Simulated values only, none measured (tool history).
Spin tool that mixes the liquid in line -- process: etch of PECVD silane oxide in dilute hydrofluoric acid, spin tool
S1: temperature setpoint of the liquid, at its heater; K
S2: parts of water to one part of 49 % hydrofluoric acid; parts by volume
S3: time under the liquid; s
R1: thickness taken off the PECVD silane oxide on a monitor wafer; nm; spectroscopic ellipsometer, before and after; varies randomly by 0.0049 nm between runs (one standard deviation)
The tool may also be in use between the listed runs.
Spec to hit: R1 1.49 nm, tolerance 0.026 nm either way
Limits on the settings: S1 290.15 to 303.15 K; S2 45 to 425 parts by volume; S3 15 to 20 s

run,hour,S1,S2,S3,R1
1,0,295.15,235,20,2.7987
2,7.4,294.65,245,20,2.6245
3,13.1,294.65,185,20,3.6685
4,20.1,294.65,185,20,3.6584
5,28.2,294.15,205,20,3.173
6,32,296.15,205,20,3.4319
7,38.5,295.15,220,20,3.0348
8,42.2,294.65,235,20,2.7549
9,43,294.15,245,20,2.5679
10,51.9,293.65,255,20,2.3792
11,60,293.15,265,20,2.2425

5 next moves are on the table. One of them brings every result within its allowed miss. Which?
A,68.1,290.15,335,20,?
B,68.1,293.65,155,20,?
C,68.1,291.65,320,15,?
D,68.1,295.65,200,20,?
E,68.1,295.15,170,20,?

move,R1
A,1.4965
B,4.3616
C,1.2577
D,3.4836
E,4.1501
A: all results in spec
B: misses by more than the last run did
C: takes the biggest miss from the last run beyond its target
D: misses by more than the last run did
E: misses by more than the last run did
The right move is A.

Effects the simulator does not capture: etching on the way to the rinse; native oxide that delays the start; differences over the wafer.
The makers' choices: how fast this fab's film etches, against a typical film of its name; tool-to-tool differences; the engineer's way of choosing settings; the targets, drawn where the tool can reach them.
